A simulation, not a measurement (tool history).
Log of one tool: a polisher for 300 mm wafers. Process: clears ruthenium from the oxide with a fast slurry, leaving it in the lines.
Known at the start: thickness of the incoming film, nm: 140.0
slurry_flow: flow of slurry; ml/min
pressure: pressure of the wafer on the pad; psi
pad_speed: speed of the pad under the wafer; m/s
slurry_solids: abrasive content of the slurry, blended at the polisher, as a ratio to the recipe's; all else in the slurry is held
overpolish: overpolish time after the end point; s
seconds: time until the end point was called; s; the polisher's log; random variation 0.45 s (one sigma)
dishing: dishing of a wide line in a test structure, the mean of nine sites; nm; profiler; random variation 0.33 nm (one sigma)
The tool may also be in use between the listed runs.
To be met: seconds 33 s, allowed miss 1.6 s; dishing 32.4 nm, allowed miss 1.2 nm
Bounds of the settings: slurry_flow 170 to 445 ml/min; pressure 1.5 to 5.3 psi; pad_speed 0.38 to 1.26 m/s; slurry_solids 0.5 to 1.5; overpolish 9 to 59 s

| run | day | slurry_flow | pressure | pad_speed | slurry_solids | overpolish | seconds | dishing |
|---|---|---|---|---|---|---|---|---|
| 1 | 0 | 285 | 3.4 | 0.82 | 1 | 30 | 29.848 | 97.956 |
| 2 | 0.088 | 285 | 4.1 | 0.82 | 1 | 30 | 24.523 | 113.68 |
| 3 | 0.408 | 285 | 3.6 | 0.84 | 1 | 26 | 27.357 | 93.621 |
| 4 | 0.638 | 285 | 3.6 | 0.84 | 1.2 | 26 | 24.86 | 101.93 |
| 5 | 0.954 | 285 | 2.9 | 0.84 | 1.2 | 26 | 30.301 | 87.493 |
| 6 | 1.117 | 280 | 2.7 | 0.86 | 1.05 | 23 | 34.722 | 70.138 |
| 7 | 1.275 | 200 | 1.8 | 1.08 | 0.8 | 9 | 51.38 | 20.969 |
| 8 | 1.525 | 230 | 1.9 | 1.12 | 0.75 | 9 | 49.011 | 21.921 |
| 9 | 1.829 | 230 | 2.9 | 1.14 | 0.75 | 14 | 33.351 | 48.748 |
|  | 1.975 | head pressure recalibrated |
| 10 | 1.975 | 220 | 2.7 | 1.16 | 0.8 | 13 | 29.556 | 50.136 |

4 next moves are on the table. One of them brings every result within its allowed miss. Which?
| A | 2.121 | 205 | 3.3 | 1.12 | 0.65 | 17 | ? | ? |
| B | 2.121 | 185 | 2.9 | 1.18 | 0.75 | 17 | ? | ? |
| C | 2.121 | 280 | 2.2 | 1.06 | 0.95 | 35 | ? | ? |
| D | 2.121 | 190 | 2.6 | 1.16 | 0.75 | 9 | ? | ? |

| move | seconds | dishing |
|---|---|---|
| A | 32.463 | 59.066 |
| B | 30.111 | 62.979 |
| C | 33.555 | 102.57 |
| D | 33.86 | 32.18 |
A: further off than the last run
B: further off than the last run
C: further off than the last run
D: meets every target
Answer: D
